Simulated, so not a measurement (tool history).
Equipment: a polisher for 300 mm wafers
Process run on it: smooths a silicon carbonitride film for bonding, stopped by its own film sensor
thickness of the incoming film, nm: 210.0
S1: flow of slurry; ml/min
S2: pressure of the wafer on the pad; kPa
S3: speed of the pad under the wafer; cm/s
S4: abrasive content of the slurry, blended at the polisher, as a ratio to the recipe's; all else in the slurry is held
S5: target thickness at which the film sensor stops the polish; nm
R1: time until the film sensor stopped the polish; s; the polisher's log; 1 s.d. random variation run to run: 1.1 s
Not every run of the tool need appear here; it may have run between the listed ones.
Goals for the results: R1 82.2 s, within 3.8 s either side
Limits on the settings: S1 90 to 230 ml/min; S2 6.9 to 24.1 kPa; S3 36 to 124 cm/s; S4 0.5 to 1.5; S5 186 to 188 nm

run  hour   S1    S2  S3  S4   S5      R1
  1     0  150  15.2  80   1  186  116.81
  2   1.2  150  15.2  66   1  186  135.48
  3   6.5  125  15.2  66   1  186  138.55
  4   8.7  125  18.6  66   1  186  115.98
  5  15.6  130    20  66   1  186  109.63
  6  23.9  165    20  66   1  186  101.68
  7  27.2  170  20.7  66   1  186  98.033
  8  34.7  175  21.4  66   1  186  94.736
  9  40.8  175  22.1  66   1  186  94.138

Consider the 5 candidate settings below. Which is the only one whose results all fall within their allowed miss of target?
  A  46.9  195  17.9  58   1.1  187   ?
  B  46.9  155  21.4  66   0.9  186   ?
  C  46.9  150  21.4  62   0.9  188   ?
  D  46.9  150  20.7  82     1  187   ?
  E  46.9  185  21.4  76  1.05  188   ?

move      R1
   A  115.26
   B  100.23
   C  97.179
   D  81.502
   E  76.423
A: moves away from the targets compared with the last run
B: moves away from the targets compared with the last run
C: moves away from the targets compared with the last run
D: every result within its allowed miss
E: the result that was furthest off in the last run now lies on the other side of its target
Move D is the one to make.
